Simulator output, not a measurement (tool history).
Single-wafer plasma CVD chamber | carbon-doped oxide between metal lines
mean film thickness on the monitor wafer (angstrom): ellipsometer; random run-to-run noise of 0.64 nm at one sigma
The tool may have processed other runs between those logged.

| run | hour | heater temperature setpoint (°C) | chamber pressure (mTorr) | RF power (W) | deposition time (s) | mean film thickness on the monitor wafer (angstrom) |
|---|---|---|---|---|---|---|
| 1 | 0 | 345 | 6980 | 450 | 32.3 | 1603.7 |
| 2 | 5.7 | 345 | 6980 | 450 | 33.4 | 1663.7 |
| 3 | 11 | 350 | 6360 | 420 | 33.2 | 1505.9 |
| 4 | 17 | 350 | 6360 | 465 | 33.2 | 1658.1 |
| 5 | 20.7 | 358 | 6360 | 465 | 33.2 | 1631.1 |
| 6 | 25.7 | 359 | 6130 | 430 | 33 | 1500.2 |
| 7 | 27.7 | 360 | 5930 | 400 | 32.8 | 1380 |
| 8 | 30.2 | 361 | 5770 | 380 | 32.7 | 1293.6 |
| 9 | 32.6 | 362 | 5590 | 370 | 32.7 | 1250.9 |
| 10 | 40 | 362 | 5380 | 360 | 32.7 | 1203.6 |
| 11 | 45.4 | 362 | 5150 | 355 | 32.7 | 1170.8 |
| 12 | 53.4 | 362 | 4980 | 355 | 32.7 | 1176.8 |
| 13 | 61.4 | 365 | 4920 | 320 | 32.6 | 1033.4 |
| 14 | 66.6 | 363 | 5110 | 320 | 32.6 | 1031.7 |
| 15 | 71.8 | 363 | 5120 | 325 | 32.6 | 1062.1 |
| 16 | 79.4 | 363 | 5280 | 325 | 32.6 | 1070.7 |
| 17 | 85.5 | 363 | 5430 | 325 | 32.6 | 1075.8 |
| 18 | 88.2 | 363 | 5560 | 325 | 32.6 | 1080.1 |

Expected results for the next run?
| 19 | 90.9 | 363 | 5670 | 325 | 32.6 | ? |

mean film thickness on the monitor wafer (angstrom): 1086.7

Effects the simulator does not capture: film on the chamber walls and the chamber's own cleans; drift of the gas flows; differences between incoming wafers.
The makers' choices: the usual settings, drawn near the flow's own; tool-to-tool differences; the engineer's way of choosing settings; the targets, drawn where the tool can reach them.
